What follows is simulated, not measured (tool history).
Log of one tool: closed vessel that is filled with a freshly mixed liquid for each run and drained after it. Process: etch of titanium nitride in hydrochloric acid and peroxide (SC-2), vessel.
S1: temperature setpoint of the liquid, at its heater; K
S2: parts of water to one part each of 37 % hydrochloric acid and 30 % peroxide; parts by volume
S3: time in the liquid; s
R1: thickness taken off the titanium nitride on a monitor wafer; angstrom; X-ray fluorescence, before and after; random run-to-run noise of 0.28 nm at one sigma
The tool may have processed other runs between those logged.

run,hour,S1,S2,S3,R1
1,0.0,335.15,5.5,525,611.82
2,0.9,330.15,5.5,525,445.40
3,8.8,330.15,5.5,565,481.13
4,9.6,327.15,5.5,565,394.89
5,13.9,330.65,5.5,565,497.24
6,22.8,333.15,5.5,565,582.89

Run 7 is up next; what results do you expect?
7,31.5,334.65,5.5,565,?

R1: 633.30 angstrom
